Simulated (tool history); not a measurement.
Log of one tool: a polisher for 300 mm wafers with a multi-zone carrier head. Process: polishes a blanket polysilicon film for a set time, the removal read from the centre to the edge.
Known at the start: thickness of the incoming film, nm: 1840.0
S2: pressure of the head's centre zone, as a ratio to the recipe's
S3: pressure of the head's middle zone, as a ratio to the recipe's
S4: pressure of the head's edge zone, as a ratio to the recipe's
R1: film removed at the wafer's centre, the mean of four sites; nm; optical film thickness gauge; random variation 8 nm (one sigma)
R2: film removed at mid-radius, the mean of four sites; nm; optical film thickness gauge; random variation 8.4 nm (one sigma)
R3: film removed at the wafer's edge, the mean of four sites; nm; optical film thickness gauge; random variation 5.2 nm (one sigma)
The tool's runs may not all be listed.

Run 1, hour 0: flow of slurry (ml/min) 170, S2 1, S3 1, S4 1, polishing time (s) 47. Result: R1 577.9 nm, R2 584.55 nm, R3 587.16 nm.
Run 2, hour 5.2: flow of slurry (ml/min) 175, S2 0.99, S3 1.01, S4 1.03, polishing time (s) 48. Result: R1 585.37 nm, R2 611.72 nm, R3 618.45 nm.
Run 3, hour 11.3: flow of slurry (ml/min) 185, S2 0.99, S3 1.02, S4 1.06, polishing time (s) 48. Result: R1 592.71 nm, R2 621.27 nm, R3 634.94 nm.
Run 4, hour 14.4: flow of slurry (ml/min) 185, S2 0.99, S3 1.02, S4 1.06, polishing time (s) 59. Result: R1 715.48 nm, R2 766.95 nm, R3 761.59 nm.
Run 5, hour 22: flow of slurry (ml/min) 225, S2 0.99, S3 1.02, S4 1.06, polishing time (s) 59. Result: R1 745.57 nm, R2 777.58 nm, R3 784.31 nm.
Run 6, hour 24.9: flow of slurry (ml/min) 225, S2 0.99, S3 1.02, S4 1.14, polishing time (s) 59. Result: R1 754.9 nm, R2 782.84 nm, R3 798.11 nm.

Run 7 comes next. What will it give?
Run 7, hour 26.6: flow of slurry (ml/min) 225, S2 0.99, S3 1.02, S4 1.14, polishing time (s) 59. Result: R1 ?, R2 ?, R3 ?.

{"run 7": {"R1": 734.12, "R2": 777.74, "R3": 803.77}}
